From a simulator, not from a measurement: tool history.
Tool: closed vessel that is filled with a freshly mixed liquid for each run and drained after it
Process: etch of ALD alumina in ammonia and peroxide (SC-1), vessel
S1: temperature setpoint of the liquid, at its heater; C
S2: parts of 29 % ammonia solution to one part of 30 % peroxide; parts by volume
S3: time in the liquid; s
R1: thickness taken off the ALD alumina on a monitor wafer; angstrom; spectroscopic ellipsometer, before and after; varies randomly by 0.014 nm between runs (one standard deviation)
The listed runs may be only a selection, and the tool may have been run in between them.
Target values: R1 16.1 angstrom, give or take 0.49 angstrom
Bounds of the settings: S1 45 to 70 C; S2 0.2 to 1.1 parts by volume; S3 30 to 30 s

| run | hour | S1 | S2 | S3 | R1 |
|---|---|---|---|---|---|
| 1 | 0 | 61 | 0.6 | 30 | 26.801 |
| 2 | 8.8 | 57.5 | 0.6 | 30 | 22.644 |
| 3 | 14.6 | 55 | 0.6 | 30 | 19.702 |
| 4 | 22.9 | 60.5 | 0.6 | 30 | 26.395 |
| 5 | 31.3 | 57.5 | 0.6 | 30 | 22.695 |
| 6 | 32.2 | 57.5 | 0.6 | 30 | 22.096 |
| 7 | 39.6 | 57.5 | 0.6 | 30 | 22.27 |
| 8 | 46 | 50 | 0.6 | 30 | 14.938 |
| 9 | 50.1 | 50.5 | 0.6 | 30 | 15.271 |

Below are 4 possible settings for the next run. Only one of them brings all results inside the allowed miss of their targets. Which is it?
| A | 54.2 | 53 | 0.65 | 30 | ? |
| B | 54.2 | 49.5 | 0.65 | 30 | ? |
| C | 54.2 | 51 | 0.85 | 30 | ? |
| D | 54.2 | 52 | 0.65 | 30 | ? |

| move | R1 |
|---|---|
| A | 17.745 |
| B | 14.662 |
| C | 16.332 |
| D | 16.811 |
A: moves the result that the last run missed by most past its target, out the other side
B: the biggest miss grows against the last run
C: every result lands within tolerance
D: moves the result that the last run missed by most past its target, out the other side
So the answer is move C, the one that meets all the targets.
